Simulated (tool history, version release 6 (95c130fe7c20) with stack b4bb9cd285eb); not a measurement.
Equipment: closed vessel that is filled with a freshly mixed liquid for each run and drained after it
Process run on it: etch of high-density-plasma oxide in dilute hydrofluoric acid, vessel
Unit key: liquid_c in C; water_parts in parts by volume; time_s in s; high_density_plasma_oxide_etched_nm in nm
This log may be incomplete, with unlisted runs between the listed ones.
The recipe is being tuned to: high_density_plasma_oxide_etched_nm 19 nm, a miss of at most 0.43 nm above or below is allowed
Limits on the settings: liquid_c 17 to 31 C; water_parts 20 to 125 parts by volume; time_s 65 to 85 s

| run | hour | liquid_c | water_parts | time_s | high_density_plasma_oxide_etched_nm |
|---|---|---|---|---|---|
| 1 | 0 | 23 | 70 | 85 | 8.797 |
| 2 | 4.6 | 23 | 70 | 65 | 6.7261 |
| 3 | 8 | 25.5 | 55 | 65 | 9.6481 |
| 4 | 9.8 | 25.5 | 55 | 85 | 12.653 |
| 5 | 15.9 | 25.5 | 45 | 85 | 15.487 |
|  | 20.9 | thermometer replaced |
| 6 | 20.9 | 27 | 45 | 85 | 15.458 |
| 7 | 27.8 | 28 | 45 | 85 | 16.143 |
| 8 | 32.9 | 29 | 45 | 85 | 16.841 |

Which one of the following 5 next-run settings gets every result inside its allowed miss? There is exactly one.
| A | 38 | 27.5 | 35 | 85 | ? |
| B | 38 | 30.5 | 35 | 70 | ? |
| C | 38 | 30.5 | 35 | 65 | ? |
| D | 38 | 30.5 | 50 | 80 | ? |
| E | 38 | 28 | 40 | 85 | ? |

| move | high_density_plasma_oxide_etched_nm |
|---|---|
| A | 20.688 |
| B | 19.217 |
| C | 17.844 |
| D | 15.015 |
| E | 18.336 |
A: takes the result that was furthest off past its target
B: in spec on every target
C: nearer the targets than the last run, but a result is still out of spec
D: lands further from the targets than the last run did
E: nearer the targets than the last run, but a result is still out of spec
Move B is the one to make.
